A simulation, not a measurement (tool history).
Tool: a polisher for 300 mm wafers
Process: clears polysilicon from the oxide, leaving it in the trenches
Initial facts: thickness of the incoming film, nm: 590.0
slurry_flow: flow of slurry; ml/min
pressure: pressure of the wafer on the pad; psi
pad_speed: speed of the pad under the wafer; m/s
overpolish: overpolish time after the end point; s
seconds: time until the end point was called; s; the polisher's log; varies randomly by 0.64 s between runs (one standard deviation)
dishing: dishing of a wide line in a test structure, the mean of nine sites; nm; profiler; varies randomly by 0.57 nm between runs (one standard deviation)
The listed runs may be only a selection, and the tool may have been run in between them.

run,hour,slurry_flow,pressure,pad_speed,overpolish,seconds,dishing
1,0.0,120,3.0,1.12,17,33.232,38.008
2,8.5,120,3.2,1.12,17,32.436,38.523
3,12.6,120,3.2,1.40,17,25.832,38.253
4,17.2,110,2.7,1.28,14,32.835,39.846
5,24.8,85,2.7,1.28,14,33.589,38.528
6,26.3,110,2.7,1.28,14,32.370,38.859
7,31.7,100,2.6,1.12,19,38.902,38.862
8,35.0,90,2.7,0.96,23,44.616,39.763
9,37.5,120,1.9,0.84,15,60.992,37.351
10,42.6,135,1.9,0.82,12,60.459,35.945
11,48.0,150,1.9,0.78,10,63.118,34.186

What will run 12 give?
12,55.2,180,2.1,0.68,5,?,?

seconds: 66.294 s
dishing: 25.330 nm
